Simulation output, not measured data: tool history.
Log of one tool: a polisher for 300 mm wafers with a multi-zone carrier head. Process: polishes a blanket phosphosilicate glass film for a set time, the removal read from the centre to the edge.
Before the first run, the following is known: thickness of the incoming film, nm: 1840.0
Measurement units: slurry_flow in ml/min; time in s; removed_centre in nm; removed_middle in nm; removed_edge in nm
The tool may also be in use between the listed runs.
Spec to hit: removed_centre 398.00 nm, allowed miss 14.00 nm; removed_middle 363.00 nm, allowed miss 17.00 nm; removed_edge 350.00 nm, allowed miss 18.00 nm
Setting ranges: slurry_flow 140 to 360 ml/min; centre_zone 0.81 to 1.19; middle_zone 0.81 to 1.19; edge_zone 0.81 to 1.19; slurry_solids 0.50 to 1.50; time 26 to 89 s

run	hour	slurry_flow	centre_zone	middle_zone	edge_zone	slurry_solids	time	removed_centre	removed_middle	removed_edge
1	0.0	230	1.00	1.00	1.00	1.00	57	563.32	543.61	531.98
2	3.6	230	1.00	0.99	0.99	0.95	56	543.68	519.86	517.54
3	10.1	230	1.00	0.99	0.94	0.95	56	539.32	525.44	488.06
4	18.6	230	1.00	1.04	0.94	0.95	56	539.69	542.43	488.01
5	25.2	230	1.00	1.04	0.94	0.95	65	630.82	622.02	575.68
6	33.8	230	1.00	1.02	0.93	0.90	63	588.91	608.61	542.47
7	34.6	230	1.02	1.01	0.94	0.85	60	553.93	544.28	515.11
8	35.4	230	1.03	1.00	0.93	0.80	58	526.11	512.55	470.36
9	38.8	230	1.03	0.99	0.93	0.75	57	513.90	479.24	457.55

Consider the 4 candidate settings below. Which is the only one whose results all fall within their allowed miss of target?
A	42.2	225	1.17	0.87	0.94	0.60	53	?	?	?
B	42.2	250	1.06	0.99	0.95	0.70	44	?	?	?
C	42.2	215	0.98	0.98	1.04	0.80	43	?	?	?
D	42.2	295	0.93	1.03	1.06	0.60	48	?	?	?

move	removed_centre	removed_middle	removed_edge
A	478.65	353.32	380.18
B	395.65	358.61	346.22
C	372.37	363.16	371.22
D	357.31	381.39	373.39
A: closes in on the targets versus the last run, not all within tolerance yet
B: every result within its allowed miss
C: moves the result that the last run missed by most past its target, out the other side
D: moves the result that the last run missed by most past its target, out the other side
B is the move that brings every result within its allowed miss.

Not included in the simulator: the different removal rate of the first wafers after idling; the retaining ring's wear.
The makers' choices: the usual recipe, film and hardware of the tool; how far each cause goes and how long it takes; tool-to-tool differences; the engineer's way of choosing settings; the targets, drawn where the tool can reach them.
